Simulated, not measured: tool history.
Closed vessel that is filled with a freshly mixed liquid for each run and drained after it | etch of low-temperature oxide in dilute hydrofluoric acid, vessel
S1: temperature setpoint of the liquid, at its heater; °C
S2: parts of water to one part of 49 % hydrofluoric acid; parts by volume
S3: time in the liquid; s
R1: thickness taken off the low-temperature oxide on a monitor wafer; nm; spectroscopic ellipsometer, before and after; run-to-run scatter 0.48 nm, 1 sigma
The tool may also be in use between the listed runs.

| run | hour | S1 | S2 | S3 | R1 |
|---|---|---|---|---|---|
| 1 | 0 | 21 | 245 | 475 | 36.776 |
| 2 | 3.7 | 22.5 | 220 | 475 | 43.83 |
| 3 | 9.1 | 24 | 195 | 475 | 54.213 |
| 4 | 17.7 | 25 | 180 | 475 | 61.593 |
| 5 | 24.2 | 22.5 | 180 | 475 | 56.57 |
| 6 | 31.3 | 24 | 170 | 475 | 64.029 |
| 7 | 40 | 25 | 165 | 475 | 68.774 |
| 8 | 46.5 | 26 | 160 | 475 | 73.576 |
| 9 | 50 | 29 | 135 | 475 | 101.27 |
| 10 | 55.3 | 28.5 | 135 | 475 | 98.071 |

What will run 11 give?
| 11 | 59.7 | 28 | 135 | 475 | ? |

{"run 11": {"R1": 98.34}}

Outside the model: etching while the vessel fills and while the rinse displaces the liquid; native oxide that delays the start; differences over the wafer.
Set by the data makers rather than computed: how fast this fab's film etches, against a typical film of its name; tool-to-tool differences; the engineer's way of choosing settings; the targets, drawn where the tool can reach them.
